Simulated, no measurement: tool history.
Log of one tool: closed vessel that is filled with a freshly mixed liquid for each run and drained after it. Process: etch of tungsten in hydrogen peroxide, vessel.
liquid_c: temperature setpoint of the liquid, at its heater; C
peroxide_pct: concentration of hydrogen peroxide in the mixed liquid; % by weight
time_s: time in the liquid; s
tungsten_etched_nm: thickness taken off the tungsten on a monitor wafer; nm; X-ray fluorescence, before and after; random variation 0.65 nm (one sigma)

Run 1, hour 0: liquid_c 46 C, peroxide_pct 16 % by weight, time_s 85 s. Result: tungsten_etched_nm 128.1 nm.
Run 2, hour 4.6: liquid_c 51 C, peroxide_pct 16 % by weight, time_s 85 s. Result: tungsten_etched_nm 177.08 nm.
Run 3, hour 9.4: liquid_c 49 C, peroxide_pct 16 % by weight, time_s 85 s. Result: tungsten_etched_nm 155.6 nm.
Run 4, hour 15.3: liquid_c 47.5 C, peroxide_pct 16 % by weight, time_s 85 s. Result: tungsten_etched_nm 142.09 nm.
Run 5, hour 23.7: liquid_c 46 C, peroxide_pct 16 % by weight, time_s 85 s. Result: tungsten_etched_nm 128.75 nm.
Run 6, hour 28.9: liquid_c 46 C, peroxide_pct 16 % by weight, time_s 85 s. Result: tungsten_etched_nm 128.75 nm.
Run 7, hour 35.9: liquid_c 41 C, peroxide_pct 16 % by weight, time_s 85 s. Result: tungsten_etched_nm 93.141 nm.
Run 8, hour 42.5: liquid_c 41 C, peroxide_pct 16 % by weight, time_s 85 s. Result: tungsten_etched_nm 93.555 nm.

Forecast run 9:
Run 9, hour 43.6: liquid_c 41.5 C, peroxide_pct 16 % by weight, time_s 85 s. Result: tungsten_etched_nm ?.

{"run 9": {"tungsten_etched_nm": 97.306}}
